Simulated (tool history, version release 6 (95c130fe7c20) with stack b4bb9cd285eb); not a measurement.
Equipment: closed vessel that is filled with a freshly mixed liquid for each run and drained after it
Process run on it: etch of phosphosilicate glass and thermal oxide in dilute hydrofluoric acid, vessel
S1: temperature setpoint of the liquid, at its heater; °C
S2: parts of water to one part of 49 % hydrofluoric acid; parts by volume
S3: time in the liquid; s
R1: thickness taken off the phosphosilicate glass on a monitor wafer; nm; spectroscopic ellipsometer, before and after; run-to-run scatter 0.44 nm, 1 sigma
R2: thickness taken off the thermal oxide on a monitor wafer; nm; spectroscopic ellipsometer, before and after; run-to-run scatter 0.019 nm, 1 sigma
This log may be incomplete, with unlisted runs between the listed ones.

| run | day | S1 | S2 | S3 | R1 | R2 |
|---|---|---|---|---|---|---|
| 1 | 0.000 | 26.0 | 75 | 60 | 74.531 | 3.9535 |
| 2 | 0.046 | 26.0 | 90 | 60 | 61.235 | 3.2273 |
| 3 | 0.300 | 26.0 | 90 | 45 | 45.877 | 2.4115 |
| 4 | 0.367 | 26.0 | 70 | 45 | 60.461 | 3.1807 |
| 5 | 0.417 | 25.5 | 70 | 45 | 59.752 | 3.1063 |
| 6 | 0.712 | 25.5 | 70 | 30 | 39.605 | 2.0729 |
| 7 | 0.967 | 26.0 | 70 | 30 | 40.668 | 2.0874 |
| 8 | 1.121 | 26.5 | 70 | 30 | 40.815 | 2.1612 |
| 9 | 1.233 | 26.5 | 70 | 30 | 41.965 | 2.1308 |
| 10 | 1.533 | 26.0 | 70 | 30 | 40.516 | 2.1286 |

Run 11 is up next; what results do you expect?
| 11 | 1.883 | 27.0 | 70 | 30 | ? | ? |

{"run 11": {"R1": 41.648, "R2": 2.2048}}

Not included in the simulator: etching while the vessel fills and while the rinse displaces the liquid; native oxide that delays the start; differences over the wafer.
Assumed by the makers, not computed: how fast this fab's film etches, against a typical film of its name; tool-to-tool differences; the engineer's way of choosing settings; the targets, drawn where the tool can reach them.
